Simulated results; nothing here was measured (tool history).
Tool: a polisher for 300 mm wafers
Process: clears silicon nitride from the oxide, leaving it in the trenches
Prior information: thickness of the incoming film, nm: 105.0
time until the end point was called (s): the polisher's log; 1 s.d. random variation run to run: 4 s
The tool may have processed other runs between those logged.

run  hour  flow of slurry (ml/min)  pressure of the wafer on the pad (kPa)  speed of the pad under the wafer (cm/s)  overpolish time after the end point (s)  time until the end point was called (s)
  1     0                      215                                    19.3                                       78                                       42                                   180.12
  2   8.9                      260                                    19.3                                       78                                       42                                   175.11
  3  13.3                      260                                    24.1                                       78                                       42                                   154.45
  4  15.3                      260                                    20.7                                       78                                       42                                   165.36
  5  21.8                      260                                    17.9                                       78                                       42                                   179.89
  6    24                      260                                    17.9                                       78                                       42                                   178.78

Forecast run 7:
  7  31.6                      255                                    15.2                                       72                                       42                                        ?

Run 7 came out at time until the end point was called (s) 220.57.
